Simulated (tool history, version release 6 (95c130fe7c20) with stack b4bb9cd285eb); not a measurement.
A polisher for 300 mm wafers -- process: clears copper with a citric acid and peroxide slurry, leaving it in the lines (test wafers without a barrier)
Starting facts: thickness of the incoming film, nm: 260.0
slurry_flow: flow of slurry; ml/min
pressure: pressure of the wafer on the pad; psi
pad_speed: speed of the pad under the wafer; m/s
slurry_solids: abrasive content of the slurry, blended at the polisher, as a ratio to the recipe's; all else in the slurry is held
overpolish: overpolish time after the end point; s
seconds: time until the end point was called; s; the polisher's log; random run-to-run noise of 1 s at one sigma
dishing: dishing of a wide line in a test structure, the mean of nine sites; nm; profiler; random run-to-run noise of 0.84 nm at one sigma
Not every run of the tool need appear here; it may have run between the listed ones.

run    day  slurry_flow  pressure  pad_speed  slurry_solids  overpolish  seconds  dishing
  1      0          170       3.5       0.96              1          16   107.21    28.31
  2  0.317          165       3.8       0.96              1          18   103.37    33.33
  3  0.388          165       3.8       0.76              1          18   122.42    28.68
  4  0.592          170       4.3       0.76              1          19   107.19   33.781
  5  0.733          170       4.3       0.86              1          19   99.354   36.013
  6  0.775          170       4.3       0.86              1          24   95.835   43.202
  7  0.825          170       4.3       0.86              1          24   96.705   43.904

Predict the results of run 8:
  8  1.042          175       4.5       0.86              1          24        ?        ?

{"run 8": {"seconds": 92.005, "dishing": 45.138}}
